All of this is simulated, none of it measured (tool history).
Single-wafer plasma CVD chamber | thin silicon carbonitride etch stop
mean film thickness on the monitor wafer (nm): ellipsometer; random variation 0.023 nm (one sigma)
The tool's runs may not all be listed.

run,hour,RF power (kW),deposition time (s),mean film thickness on the monitor wafer (nm)
1,0,0.25,19.3,10.41
2,8.7,0.225,19.3,10.015
3,12.8,0.22,19,9.7308
4,21.1,0.22,21.2,10.904
5,22.1,0.215,20.6,10.518
6,26.9,0.215,19,9.7544
7,32.5,0.21,18.7,9.4462
8,40.2,0.205,18.5,9.2363
9,42.5,0.2,18.4,9.1476
10,49.9,0.195,18.3,8.9757
11,55.3,0.19,18.2,8.8554

Run 12 comes next. What will it give?
12,64.3,0.19,18.1,?

mean film thickness on the monitor wafer (nm): 8.8132

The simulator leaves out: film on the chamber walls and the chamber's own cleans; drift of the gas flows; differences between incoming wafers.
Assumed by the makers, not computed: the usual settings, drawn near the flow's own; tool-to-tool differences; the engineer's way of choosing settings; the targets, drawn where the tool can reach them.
